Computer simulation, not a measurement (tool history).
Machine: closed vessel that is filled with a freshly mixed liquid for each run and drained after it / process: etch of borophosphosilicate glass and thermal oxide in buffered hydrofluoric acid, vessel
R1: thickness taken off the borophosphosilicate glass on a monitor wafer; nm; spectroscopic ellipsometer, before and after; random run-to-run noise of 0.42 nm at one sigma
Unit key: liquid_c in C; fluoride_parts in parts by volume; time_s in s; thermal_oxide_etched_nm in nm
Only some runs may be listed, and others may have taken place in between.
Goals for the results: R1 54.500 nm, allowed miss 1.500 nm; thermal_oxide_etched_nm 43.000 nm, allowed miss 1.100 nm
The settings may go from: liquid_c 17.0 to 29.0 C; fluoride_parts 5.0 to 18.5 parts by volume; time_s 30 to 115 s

Run 1, hour 0.0: liquid_c 21.0 C, fluoride_parts 11.5 parts by volume, time_s 60 s. Result: R1 62.703 nm, thermal_oxide_etched_nm 50.006 nm.
Run 2, hour 4.0: liquid_c 21.0 C, fluoride_parts 14.0 parts by volume, time_s 60 s. Result: R1 51.485 nm, thermal_oxide_etched_nm 41.284 nm.
Run 3, hour 5.8: liquid_c 21.0 C, fluoride_parts 11.0 parts by volume, time_s 60 s. Result: R1 66.053 nm, thermal_oxide_etched_nm 51.852 nm.
Run 4, hour 10.3: liquid_c 23.0 C, fluoride_parts 11.0 parts by volume, time_s 60 s. Result: R1 73.161 nm, thermal_oxide_etched_nm 57.791 nm.
Run 5, hour 11.5: liquid_c 22.0 C, fluoride_parts 11.0 parts by volume, time_s 60 s. Result: R1 69.565 nm, thermal_oxide_etched_nm 54.452 nm.
Run 6, hour 17.3: liquid_c 21.0 C, fluoride_parts 11.0 parts by volume, time_s 60 s. Result: R1 65.051 nm, thermal_oxide_etched_nm 51.637 nm.
Run 7, hour 21.9: liquid_c 20.5 C, fluoride_parts 11.0 parts by volume, time_s 60 s. Result: R1 63.508 nm, thermal_oxide_etched_nm 51.129 nm.
Run 8, hour 30.3: liquid_c 20.0 C, fluoride_parts 11.0 parts by volume, time_s 60 s. Result: R1 62.567 nm, thermal_oxide_etched_nm 48.455 nm.
Run 9, hour 31.7: liquid_c 19.5 C, fluoride_parts 11.0 parts by volume, time_s 60 s. Result: R1 60.383 nm, thermal_oxide_etched_nm 47.870 nm.
Run 10, hour 39.4: liquid_c 19.0 C, fluoride_parts 11.0 parts by volume, time_s 60 s. Result: R1 58.810 nm, thermal_oxide_etched_nm 46.842 nm.
Run 11, hour 46.2: liquid_c 18.5 C, fluoride_parts 11.0 parts by volume, time_s 60 s. Result: R1 57.733 nm, thermal_oxide_etched_nm 45.635 nm.

Pick the move, out of 4, that brings all results within their allowed miss; only one does.
Run A, hour 53.0: liquid_c 29.0 C, fluoride_parts 14.0 parts by volume, time_s 45 s. Result: R1 ?, thermal_oxide_etched_nm ?.
Run B, hour 53.0: liquid_c 17.0 C, fluoride_parts 9.5 parts by volume, time_s 55 s. Result: R1 ?, thermal_oxide_etched_nm ?.
Run C, hour 53.0: liquid_c 19.0 C, fluoride_parts 10.5 parts by volume, time_s 50 s. Result: R1 ?, thermal_oxide_etched_nm ?.
Run D, hour 53.0: liquid_c 17.0 C, fluoride_parts 6.0 parts by volume, time_s 40 s. Result: R1 ?, thermal_oxide_etched_nm ?.

move      R1  thermal_oxide_etched_nm
   A  59.922                   47.320
   B  54.908                   42.920
   C  51.491                   40.352
   D  62.493                   48.477
A: misses by more than the last run did
B: every result lands within tolerance
C: the result that was furthest off in the last run now lies on the other side of its target
D: misses by more than the last run did
Move B is the one to make.

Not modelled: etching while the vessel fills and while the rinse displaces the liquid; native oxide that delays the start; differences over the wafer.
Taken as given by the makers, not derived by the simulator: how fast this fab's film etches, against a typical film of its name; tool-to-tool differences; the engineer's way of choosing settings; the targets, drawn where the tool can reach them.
